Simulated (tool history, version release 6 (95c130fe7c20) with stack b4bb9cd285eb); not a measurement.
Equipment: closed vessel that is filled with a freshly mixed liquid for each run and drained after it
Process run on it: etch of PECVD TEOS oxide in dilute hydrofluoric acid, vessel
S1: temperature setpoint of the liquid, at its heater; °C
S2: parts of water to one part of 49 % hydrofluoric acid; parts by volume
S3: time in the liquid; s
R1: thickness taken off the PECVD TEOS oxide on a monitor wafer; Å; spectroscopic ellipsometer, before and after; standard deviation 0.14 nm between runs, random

| run | hour | S1 | S2 | S3 | R1 |
|---|---|---|---|---|---|
| 1 | 0.0 | 25.0 | 170 | 100 | 73.999 |
| 2 | 2.3 | 23.0 | 170 | 100 | 68.396 |
| 3 | 4.7 | 25.0 | 155 | 100 | 82.362 |
| 4 | 10.6 | 26.5 | 145 | 100 | 94.095 |
| 5 | 15.7 | 26.5 | 200 | 100 | 64.565 |
| 6 | 18.3 | 23.5 | 200 | 100 | 57.947 |
| 7 | 22.4 | 25.5 | 180 | 100 | 69.955 |
| 8 | 28.3 | 25.5 | 180 | 100 | 71.211 |

Forecast run 9:
|  | 35.6 | thermometer replaced |
| 9 | 35.6 | 27.0 | 165 | 100 | ? |

Run 9 came out at R1 76.700 Å.
